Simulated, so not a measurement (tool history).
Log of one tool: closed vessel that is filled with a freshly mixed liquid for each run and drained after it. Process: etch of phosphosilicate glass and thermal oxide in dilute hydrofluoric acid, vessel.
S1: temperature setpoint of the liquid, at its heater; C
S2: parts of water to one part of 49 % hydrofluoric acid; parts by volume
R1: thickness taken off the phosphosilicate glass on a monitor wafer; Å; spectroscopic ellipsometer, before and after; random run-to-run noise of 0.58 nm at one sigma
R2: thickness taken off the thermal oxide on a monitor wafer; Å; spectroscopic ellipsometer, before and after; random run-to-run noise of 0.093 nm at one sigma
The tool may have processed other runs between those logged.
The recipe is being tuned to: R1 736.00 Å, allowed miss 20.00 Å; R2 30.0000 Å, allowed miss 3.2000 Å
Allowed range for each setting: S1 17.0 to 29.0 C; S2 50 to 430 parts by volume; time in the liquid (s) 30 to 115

{"run": 1, "day": 0.0, "S1": 21.0, "S2": 240, "time in the liquid (s)": 60, "R1": 229.67, "R2": 9.8718}
{"run": 2, "day": 0.258, "S1": 23.5, "S2": 180, "time in the liquid (s)": 60, "R1": 357.51, "R2": 14.771}
{"run": 3, "day": 0.288, "S1": 25.0, "S2": 150, "time in the liquid (s)": 60, "R1": 467.93, "R2": 18.416}
{"run": 4, "day": 0.558, "S1": 26.0, "S2": 130, "time in the liquid (s)": 60, "R1": 578.77, "R2": 23.27}
{"run": 5, "day": 0.908, "S1": 26.0, "S2": 130, "time in the liquid (s)": 70, "R1": 673.72, "R2": 27.31}
{"run": 6, "day": 1.029, "S1": 26.0, "S2": 175, "time in the liquid (s)": 70, "R1": 473.34, "R2": 18.846}
{"run": 7, "day": 1.304, "S1": 26.5, "S2": 155, "time in the liquid (s)": 70, "R1": 560.04, "R2": 21.661}
{"run": 8, "day": 1.433, "S1": 28.5, "S2": 120, "time in the liquid (s)": 70, "R1": 815.38, "R2": 35.479}
{"run": 9, "day": 1.65, "S1": 28.0, "S2": 120, "time in the liquid (s)": 70, "R1": 802.03, "R2": 34.821}
{"run": 10, "day": 1.754, "S1": 28.0, "S2": 120, "time in the liquid (s)": 70, "R1": 788.79, "R2": 32.419}
{"run": 11, "day": 1.954, "S1": 27.5, "S2": 120, "time in the liquid (s)": 70, "R1": 768.07, "R2": 31.385}
{"run": 12, "day": 1.975, "S1": 27.0, "S2": 120, "time in the liquid (s)": 70, "R1": 763.15, "R2": 30.242}

Exactly one of the 5 candidate moves below puts every result within its allowed miss. Which one?
{"run": "A", "day": 1.996, "S1": 29.0, "S2": 125, "time in the liquid (s)": 70, "R1": "?", "R2": "?"}
{"run": "B", "day": 1.996, "S1": 22.5, "S2": 130, "time in the liquid (s)": 95, "R1": "?", "R2": "?"}
{"run": "C", "day": 1.996, "S1": 26.0, "S2": 135, "time in the liquid (s)": 85, "R1": "?", "R2": "?"}
{"run": "D", "day": 1.996, "S1": 29.0, "S2": 140, "time in the liquid (s)": 75, "R1": "?", "R2": "?"}
{"run": "E", "day": 1.996, "S1": 26.5, "S2": 120, "time in the liquid (s)": 75, "R1": "?", "R2": "?"}

move=A R1=800.42 R2=33.2650
move=B R1=809.92 R2=33.6590
move=C R1=794.09 R2=33.0020
move=D R1=750.77 R2=31.2010
move=E R1=818.48 R2=34.0150
A: its largest miss is bigger than the last run's
B: its largest miss is bigger than the last run's
C: its largest miss is bigger than the last run's
D: all results land within tolerance of their targets
E: its largest miss is bigger than the last run's
Go with D: it meets all targets.
